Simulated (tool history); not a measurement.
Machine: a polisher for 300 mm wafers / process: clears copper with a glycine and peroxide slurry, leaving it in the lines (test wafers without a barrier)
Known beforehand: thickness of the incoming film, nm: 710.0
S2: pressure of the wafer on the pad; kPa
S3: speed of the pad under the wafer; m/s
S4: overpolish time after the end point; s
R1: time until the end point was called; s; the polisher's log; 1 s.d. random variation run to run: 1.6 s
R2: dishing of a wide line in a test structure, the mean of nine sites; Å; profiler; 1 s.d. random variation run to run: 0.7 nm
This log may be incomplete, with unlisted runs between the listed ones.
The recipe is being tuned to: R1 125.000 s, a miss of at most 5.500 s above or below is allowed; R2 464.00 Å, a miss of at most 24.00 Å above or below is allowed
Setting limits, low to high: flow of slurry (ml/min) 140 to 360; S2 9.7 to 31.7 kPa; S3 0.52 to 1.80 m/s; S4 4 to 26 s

Run 1, day 0.000: flow of slurry (ml/min) 230, S2 20.7 kPa, S3 1.16 m/s, S4 13 s. Result: R1 94.449 s, R2 616.36 Å.
Run 2, day 0.029: flow of slurry (ml/min) 230, S2 19.3 kPa, S3 1.16 m/s, S4 13 s. Result: R1 99.867 s, R2 598.90 Å.
Run 3, day 0.229: flow of slurry (ml/min) 230, S2 17.9 kPa, S3 1.16 m/s, S4 12 s. Result: R1 104.970 s, R2 523.23 Å.
Run 4, day 0.571: flow of slurry (ml/min) 230, S2 22.8 kPa, S3 1.16 m/s, S4 12 s. Result: R1 87.131 s, R2 621.71 Å.
Run 5, day 0.946: flow of slurry (ml/min) 230, S2 20.7 kPa, S3 1.14 m/s, S4 12 s. Result: R1 97.101 s, R2 582.61 Å.
Run 6, day 1.258: flow of slurry (ml/min) 230, S2 20.7 kPa, S3 1.40 m/s, S4 12 s. Result: R1 81.721 s, R2 637.43 Å.
Run 7, day 1.383: flow of slurry (ml/min) 230, S2 17.9 kPa, S3 1.38 m/s, S4 12 s. Result: R1 93.346 s, R2 587.10 Å.
Run 8, day 1.425: flow of slurry (ml/min) 230, S2 12.4 kPa, S3 1.34 m/s, S4 11 s. Result: R1 127.640 s, R2 433.49 Å.

Below are 4 possible settings for the next run. Only one of them brings all results inside the allowed miss of their targets. Which is it?
Run A, day 1.467: flow of slurry (ml/min) 175, S2 13.1 kPa, S3 1.38 m/s, S4 10 s. Result: R1 ?, R2 ?.
Run B, day 1.467: flow of slurry (ml/min) 240, S2 13.1 kPa, S3 1.18 m/s, S4 11 s. Result: R1 ?, R2 ?.
Run C, day 1.467: flow of slurry (ml/min) 230, S2 15.2 kPa, S3 1.12 m/s, S4 12 s. Result: R1 ?, R2 ?.
Run D, day 1.467: flow of slurry (ml/min) 220, S2 13.8 kPa, S3 1.48 m/s, S4 13 s. Result: R1 ?, R2 ?.

move       R1      R2
   A  125.100  399.04
   B  135.680  405.62
   C  125.910  464.08
   D  111.000  537.13
A: further off than the last run
B: further off than the last run
C: hits every target within its allowed miss
D: takes the biggest miss from the last run beyond its target
Answer: C
